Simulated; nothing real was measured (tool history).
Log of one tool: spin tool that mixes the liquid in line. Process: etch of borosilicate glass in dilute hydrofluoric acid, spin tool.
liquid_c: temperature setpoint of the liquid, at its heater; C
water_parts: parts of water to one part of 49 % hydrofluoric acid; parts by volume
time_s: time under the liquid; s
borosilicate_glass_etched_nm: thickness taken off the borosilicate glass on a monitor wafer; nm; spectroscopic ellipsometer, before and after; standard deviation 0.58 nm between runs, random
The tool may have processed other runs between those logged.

{"run": 1, "hour": 0.0, "liquid_c": 23, "water_parts": 170, "time_s": 220, "borosilicate_glass_etched_nm": 43.025}
{"run": 2, "hour": 6.0, "liquid_c": 20.5, "water_parts": 170, "time_s": 220, "borosilicate_glass_etched_nm": 38.325}
{"run": 3, "hour": 8.6, "liquid_c": 22.5, "water_parts": 165, "time_s": 220, "borosilicate_glass_etched_nm": 43.728}
{"run": 4, "hour": 17.4, "liquid_c": 22.5, "water_parts": 190, "time_s": 220, "borosilicate_glass_etched_nm": 36.722}
{"run": 5, "hour": 18.3, "liquid_c": 22.5, "water_parts": 150, "time_s": 220, "borosilicate_glass_etched_nm": 48.418}
{"run": 6, "hour": 20.9, "liquid_c": 19, "water_parts": 150, "time_s": 220, "borosilicate_glass_etched_nm": 42.556}
{"run": 7, "hour": 25.4, "liquid_c": 21.5, "water_parts": 145, "time_s": 220, "borosilicate_glass_etched_nm": 48.333}
{"run": 8, "hour": 27.5, "liquid_c": 23.5, "water_parts": 145, "time_s": 220, "borosilicate_glass_etched_nm": 51.285}

Estimate the outcome of run 9 from the log above:
{"run": 9, "hour": 35.8, "liquid_c": 25, "water_parts": 140, "time_s": 220, "borosilicate_glass_etched_nm": "?"}

{"run 9": {"borosilicate_glass_etched_nm": 57.303}}

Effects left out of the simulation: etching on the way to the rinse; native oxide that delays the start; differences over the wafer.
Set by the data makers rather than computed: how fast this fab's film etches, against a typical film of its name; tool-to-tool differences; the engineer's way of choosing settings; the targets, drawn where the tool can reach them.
